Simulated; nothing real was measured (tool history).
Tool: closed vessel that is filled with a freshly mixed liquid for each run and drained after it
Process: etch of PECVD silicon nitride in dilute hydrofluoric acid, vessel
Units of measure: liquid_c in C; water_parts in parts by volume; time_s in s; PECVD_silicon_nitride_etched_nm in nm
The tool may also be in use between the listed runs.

| run | hour | liquid_c | water_parts | time_s | PECVD_silicon_nitride_etched_nm |
|---|---|---|---|---|---|
| 1 | 0 | 25 | 200 | 2945 | 61.804 |
| 2 | 7.3 | 24.5 | 200 | 2945 | 59.303 |
| 3 | 9.9 | 24 | 200 | 2945 | 58.17 |
| 4 | 16.1 | 23.5 | 200 | 2945 | 56.628 |
| 5 | 21.9 | 26 | 200 | 2945 | 66.266 |
| 6 | 30.6 | 25 | 200 | 2945 | 62.09 |
| 7 | 35.1 | 24.5 | 200 | 2945 | 60.482 |
| 8 | 38.1 | 24 | 200 | 2945 | 58.567 |
| 9 | 39.7 | 23.5 | 200 | 2945 | 56.756 |
| 10 | 42.2 | 23 | 200 | 2945 | 54.662 |
| 11 | 52.1 | 22.5 | 200 | 2945 | 53.071 |
| 12 | 61 | 22 | 200 | 2945 | 51.485 |
| 13 | 69.3 | 21.5 | 200 | 2945 | 49.185 |

Estimate the outcome of run 14 from the log above:
| 14 | 75.7 | 21 | 200 | 2945 | ? |

For run 14 the tool returned PECVD_silicon_nitride_etched_nm 48.345 nm.
